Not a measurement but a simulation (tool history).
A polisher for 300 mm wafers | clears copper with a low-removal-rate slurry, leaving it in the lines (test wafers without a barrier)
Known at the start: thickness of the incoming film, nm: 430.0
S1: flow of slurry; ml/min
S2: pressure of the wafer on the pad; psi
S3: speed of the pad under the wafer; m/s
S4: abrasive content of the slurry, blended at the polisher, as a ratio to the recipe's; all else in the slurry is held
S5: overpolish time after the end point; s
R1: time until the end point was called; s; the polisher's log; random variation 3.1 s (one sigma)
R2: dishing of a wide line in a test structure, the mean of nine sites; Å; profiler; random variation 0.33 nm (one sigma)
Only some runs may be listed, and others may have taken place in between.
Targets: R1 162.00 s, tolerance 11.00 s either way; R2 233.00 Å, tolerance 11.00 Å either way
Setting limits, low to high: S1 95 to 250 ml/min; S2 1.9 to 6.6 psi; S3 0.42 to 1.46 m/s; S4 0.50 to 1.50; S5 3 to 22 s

run  hour   S1   S2    S3    S4  S5      R1      R2
  1   0.0  160  4.2  0.94  1.00  11  107.78  207.73
  2   3.0  195  4.2  0.94  1.00  11  109.88  212.81
  3   8.5  195  4.2  0.94  0.85  11  108.88  212.11
  4  15.3  195  4.2  0.94  0.85   7  112.16  156.91
  5  24.1  195  3.9  0.94  0.85   9  116.41  174.15
  6  25.2  195  3.7  0.92  0.85  11  127.33  200.49
  7  26.4  195  2.6  0.92  0.85  15  177.70  193.16
  8  29.7  195  2.7  0.92  0.85  15  170.35  191.64
  9  38.5  195  2.8  0.92  0.85  16  169.60  201.04
 10  41.7  195  2.9  0.92  0.85  17  163.10  219.92

Exercise: of the 5 proposed moves below, exactly one satisfies all targets within the stated allowed misses. Which move is it?
  A  44.9  175  2.5  0.98  1.15  21   ?   ?
  B  44.9  245  3.4  0.58  1.10  20   ?   ?
  C  44.9  160  2.9  0.80  0.95  19   ?   ?
  D  44.9  185  2.6  0.88  0.90  19   ?   ?
  E  44.9  215  4.2  0.76  0.65  13   ?   ?

move      R1      R2
   A  168.52  234.36
   B  201.07  210.53
   C  187.48  211.82
   D  187.63  211.02
   E  141.98  201.61
A: meets every target
B: the biggest miss grows against the last run
C: the biggest miss grows against the last run
D: the biggest miss grows against the last run
E: the biggest miss grows against the last run
Go with A: it meets all targets.
